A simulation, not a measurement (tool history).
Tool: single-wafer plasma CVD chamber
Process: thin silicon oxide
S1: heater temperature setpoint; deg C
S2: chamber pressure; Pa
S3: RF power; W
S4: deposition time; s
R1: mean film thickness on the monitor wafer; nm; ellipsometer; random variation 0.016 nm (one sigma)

run,hour,S1,S2,S3,S4,R1
1,0.0,400,107.3,335,5.41,10.1990
2,5.7,408,107.3,335,5.41,10.1950
3,12.0,408,107.3,335,5.59,10.5400
4,18.5,408,107.3,335,5.59,10.4640
5,20.5,408,99.1,335,5.59,9.7831
6,24.2,408,99.1,365,5.59,10.0760
7,27.6,408,92.0,360,5.59,9.2850
8,35.9,408,87.1,360,5.59,8.7657
9,38.9,408,83.6,360,5.59,8.3771
10,47.1,408,81.2,360,5.59,8.1137
11,55.5,408,79.3,360,5.59,7.8934
12,63.3,408,78.0,360,5.59,7.7498
13,67.5,408,77.1,360,5.59,7.6223

The next listed run, before its measurement:
14,72.6,408,76.4,360,5.59,?

R1: 7.5746 nm
